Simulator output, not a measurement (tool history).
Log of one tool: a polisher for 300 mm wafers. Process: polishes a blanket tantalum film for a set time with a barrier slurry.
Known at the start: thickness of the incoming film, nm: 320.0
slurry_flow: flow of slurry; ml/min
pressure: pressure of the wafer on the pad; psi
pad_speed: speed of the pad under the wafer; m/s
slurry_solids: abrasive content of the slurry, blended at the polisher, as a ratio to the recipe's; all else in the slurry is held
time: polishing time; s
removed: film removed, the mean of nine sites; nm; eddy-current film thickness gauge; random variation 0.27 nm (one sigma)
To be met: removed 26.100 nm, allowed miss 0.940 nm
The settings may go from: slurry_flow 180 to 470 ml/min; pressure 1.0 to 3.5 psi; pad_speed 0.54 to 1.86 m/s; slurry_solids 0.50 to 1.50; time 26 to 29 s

run	day	slurry_flow	pressure	pad_speed	slurry_solids	time	removed
1	0.000	300	2.2	1.18	1.00	29	61.835
2	0.262	300	2.6	1.18	1.00	29	72.867
3	0.296	300	2.3	1.10	1.00	29	60.811
4	0.362	300	2.3	0.80	1.00	29	44.599
5	0.425	300	2.1	0.80	1.00	29	40.535
# day 0.721: slurry blender recalibrated
6	0.721	300	1.9	0.80	1.00	29	44.624
7	0.800	275	1.7	0.74	0.90	28	34.359
8	0.962	270	1.6	0.72	0.90	28	31.884
9	1.262	270	1.6	0.72	0.90	28	31.868
10	1.383	260	1.5	0.72	0.90	28	30.105
11	1.642	255	1.2	0.72	0.90	28	24.193
12	2.017	265	1.2	0.72	0.90	28	23.930

Which of these 5 next moves meets every target?
A	2.392	405	1.5	0.54	0.70	28	?
B	2.392	260	1.3	0.62	0.80	29	?
C	2.392	290	1.1	0.86	1.00	27	?
D	2.392	395	1.2	0.60	1.05	28	?
E	2.392	210	1.4	0.66	0.80	26	?

move	removed
A	20.468
B	22.013
C	26.274
D	21.848
E	22.178
A: further off than the last run
B: further off than the last run
C: meets every target
D: further off than the last run
E: further off than the last run
Answer: C

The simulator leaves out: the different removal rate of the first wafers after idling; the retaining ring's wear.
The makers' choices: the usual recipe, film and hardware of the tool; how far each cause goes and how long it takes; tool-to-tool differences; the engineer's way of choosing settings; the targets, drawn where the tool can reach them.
